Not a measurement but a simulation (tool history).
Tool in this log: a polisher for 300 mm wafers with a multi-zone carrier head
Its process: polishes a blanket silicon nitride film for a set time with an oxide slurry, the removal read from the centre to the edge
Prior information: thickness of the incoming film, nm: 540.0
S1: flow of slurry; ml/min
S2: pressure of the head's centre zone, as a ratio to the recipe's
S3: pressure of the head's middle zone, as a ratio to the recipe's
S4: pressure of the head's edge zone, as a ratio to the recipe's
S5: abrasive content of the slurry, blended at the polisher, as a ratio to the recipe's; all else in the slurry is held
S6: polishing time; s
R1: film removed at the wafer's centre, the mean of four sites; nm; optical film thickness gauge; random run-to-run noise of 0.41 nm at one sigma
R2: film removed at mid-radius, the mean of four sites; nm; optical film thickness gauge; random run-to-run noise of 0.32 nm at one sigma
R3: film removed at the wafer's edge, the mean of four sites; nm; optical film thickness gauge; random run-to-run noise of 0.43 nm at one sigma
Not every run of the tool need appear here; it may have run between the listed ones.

run	hour	S1	S2	S3	S4	S5	S6	R1	R2	R3
1	0	160	1	1	1	1	66	46.059	49.313	47.482
2	7.4	160	1	1.08	1	1	66	46.533	51.885	46.068
3	9.2	155	1.03	1.04	0.99	0.9	62	42.152	44.01	41.583
4	12.7	150	1.05	1.03	0.97	0.8	60	39.766	38.839	37.873
5	13.5	185	1.05	1.03	0.97	0.8	60	40.575	41.071	39.424
6	19.8	175	1.05	1.01	0.95	0.75	59	37.839	37.308	35.578
7	26.6	165	1.04	0.96	0.93	0.75	59	38.161	35.831	35.871
8	33.1	160	1.03	0.94	0.91	0.7	59	36.469	32.95	33.398

Estimate the outcome of run 9 from the log above:
9	35.5	155	1.01	0.92	0.9	0.7	59	?	?	?

Logged for run 9: R1 34.473 nm, R2 32.235 nm, R3 32.893 nm.
